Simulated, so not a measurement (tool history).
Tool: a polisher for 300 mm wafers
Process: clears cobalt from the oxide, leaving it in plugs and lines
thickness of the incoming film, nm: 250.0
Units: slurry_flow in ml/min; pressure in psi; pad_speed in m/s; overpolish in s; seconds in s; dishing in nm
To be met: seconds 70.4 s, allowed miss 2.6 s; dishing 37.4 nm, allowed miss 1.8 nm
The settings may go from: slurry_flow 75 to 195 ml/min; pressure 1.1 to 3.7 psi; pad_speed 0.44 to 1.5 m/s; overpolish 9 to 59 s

Run 1, hour 0: slurry_flow 125 ml/min, pressure 2.4 psi, pad_speed 0.96 m/s, overpolish 30 s. Result: seconds 51.527 s, dishing 54.874 nm.
Run 2, hour 4.5: slurry_flow 155 ml/min, pressure 2.4 psi, pad_speed 0.96 m/s, overpolish 30 s. Result: seconds 48.756 s, dishing 56.531 nm.
Run 3, hour 10.8: slurry_flow 130 ml/min, pressure 2.2 psi, pad_speed 0.96 m/s, overpolish 23 s. Result: seconds 55.308 s, dishing 50.559 nm.
Run 4, hour 13.8: slurry_flow 115 ml/min, pressure 2 psi, pad_speed 0.98 m/s, overpolish 19 s. Result: seconds 60.552 s, dishing 44.336 nm.
Run 5, hour 15.5: slurry_flow 110 ml/min, pressure 1.9 psi, pad_speed 0.98 m/s, overpolish 17 s. Result: seconds 65.83 s, dishing 40.055 nm.
Run 6, hour 23.9: slurry_flow 110 ml/min, pressure 1.9 psi, pad_speed 0.98 m/s, overpolish 11 s. Result: seconds 65.362 s, dishing 30.908 nm.
Run 7, hour 29.4: slurry_flow 105 ml/min, pressure 1.8 psi, pad_speed 0.98 m/s, overpolish 13 s. Result: seconds 69.84 s, dishing 32.346 nm.
At hour 31: slurry nozzle cleaned.
Run 8, hour 31: slurry_flow 110 ml/min, pressure 1.8 psi, pad_speed 0.98 m/s, overpolish 15 s. Result: seconds 64.445 s, dishing 37.51 nm.

4 next moves are on the table. One of them brings every result within its allowed miss. Which?
Run A, hour 32.6: slurry_flow 145 ml/min, pressure 1.9 psi, pad_speed 0.8 m/s, overpolish 18 s. Result: seconds ?, dishing ?.
Run B, hour 32.6: slurry_flow 75 ml/min, pressure 1.8 psi, pad_speed 1.02 m/s, overpolish 19 s. Result: seconds ?, dishing ?.
Run C, hour 32.6: slurry_flow 115 ml/min, pressure 1.6 psi, pad_speed 1.08 m/s, overpolish 17 s. Result: seconds ?, dishing ?.
Run D, hour 32.6: slurry_flow 120 ml/min, pressure 1.7 psi, pad_speed 0.92 m/s, overpolish 16 s. Result: seconds ?, dishing ?.

move  seconds  dishing
   A   70.239   40.439
   B   70.292   41.596
   C   64.836   40.919
   D   70.877    37.52
A: brings the result that was furthest off to its target, and leaves another outside
B: brings the result that was furthest off to its target, and leaves another outside
C: nearer than the last run, and not there yet
D: meets every target
The right move is D.
